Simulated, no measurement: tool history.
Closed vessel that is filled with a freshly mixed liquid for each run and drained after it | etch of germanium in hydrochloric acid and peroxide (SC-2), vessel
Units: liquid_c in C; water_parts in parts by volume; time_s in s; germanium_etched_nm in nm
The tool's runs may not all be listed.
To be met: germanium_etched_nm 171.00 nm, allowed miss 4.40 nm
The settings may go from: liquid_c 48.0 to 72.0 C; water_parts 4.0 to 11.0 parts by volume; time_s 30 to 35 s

run	hour	liquid_c	water_parts	time_s	germanium_etched_nm
1	0.0	64.0	6.0	35	246.23
2	2.4	64.0	6.0	30	210.60
3	3.9	64.0	4.5	30	213.76
4	7.1	64.0	4.5	30	215.90
5	16.0	64.0	4.5	30	212.26
6	21.3	63.0	4.5	30	209.23
7	28.9	62.0	4.5	30	203.89
8	35.3	61.0	4.5	30	197.14
9	37.3	60.0	4.5	30	191.61
10	39.8	59.5	4.5	30	185.04
11	44.0	59.0	4.5	30	182.16
12	45.7	58.5	4.5	30	180.99
13	52.6	58.0	4.5	30	178.21

4 next moves are on the table. One of them brings every result within its allowed miss. Which?
A	59.5	56.5	4.5	30	?
B	59.5	58.5	4.0	30	?
C	59.5	59.0	4.5	30	?
D	59.5	58.5	4.5	30	?

move	germanium_etched_nm
A	171.59
B	182.85
C	185.26
D	182.46
A: meets every target
B: further off than the last run
C: further off than the last run
D: further off than the last run
Answer: A
